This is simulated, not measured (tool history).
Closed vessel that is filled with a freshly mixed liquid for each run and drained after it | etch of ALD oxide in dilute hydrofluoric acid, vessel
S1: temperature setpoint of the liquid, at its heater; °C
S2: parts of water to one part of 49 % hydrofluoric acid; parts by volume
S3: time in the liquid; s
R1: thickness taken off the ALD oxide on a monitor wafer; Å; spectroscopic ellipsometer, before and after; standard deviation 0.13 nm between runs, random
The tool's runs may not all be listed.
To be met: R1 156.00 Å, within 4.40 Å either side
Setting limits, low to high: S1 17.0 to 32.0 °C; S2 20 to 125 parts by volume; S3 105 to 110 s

{"run": 1, "hour": 0.0, "S1": 24.0, "S2": 70, "S3": 105, "R1": 173.84}
{"run": 2, "hour": 1.0, "S1": 23.5, "S2": 70, "S3": 105, "R1": 173.08}
{"run": 3, "hour": 5.2, "S1": 23.5, "S2": 70, "S3": 110, "R1": 180.28}
{"run": 4, "hour": 7.5, "S1": 23.5, "S2": 70, "S3": 110, "R1": 181.05}
{"run": 5, "hour": 16.6, "S1": 23.5, "S2": 60, "S3": 110, "R1": 213.07}
{"run": 6, "hour": 20.4, "S1": 23.5, "S2": 70, "S3": 110, "R1": 181.99}
{"run": 7, "hour": 27.8, "S1": 22.5, "S2": 70, "S3": 110, "R1": 174.75}
{"run": 8, "hour": 32.2, "S1": 22.0, "S2": 70, "S3": 110, "R1": 169.87}
{"run": 9, "hour": 36.6, "S1": 21.5, "S2": 70, "S3": 110, "R1": 166.77}
{"run": 10, "hour": 45.1, "S1": 21.5, "S2": 70, "S3": 110, "R1": 169.12}
{"run": 11, "hour": 46.8, "S1": 21.0, "S2": 70, "S3": 110, "R1": 163.93}

Which of these 5 next moves meets every target?
{"run": "A", "hour": 48.5, "S1": 20.5, "S2": 65, "S3": 105, "R1": "?"}
{"run": "B", "hour": 48.5, "S1": 20.0, "S2": 65, "S3": 110, "R1": "?"}
{"run": "C", "hour": 48.5, "S1": 17.0, "S2": 60, "S3": 105, "R1": "?"}
{"run": "D", "hour": 48.5, "S1": 21.0, "S2": 65, "S3": 105, "R1": "?"}
{"run": "E", "hour": 48.5, "S1": 17.0, "S2": 55, "S3": 105, "R1": "?"}

move=A R1=164.86
move=B R1=169.12
move=C R1=154.78
move=D R1=168.34
move=E R1=169.78
A: the biggest miss grows against the last run
B: the biggest miss grows against the last run
C: meets every target
D: the biggest miss grows against the last run
E: the biggest miss grows against the last run
The move that meets every target is C.
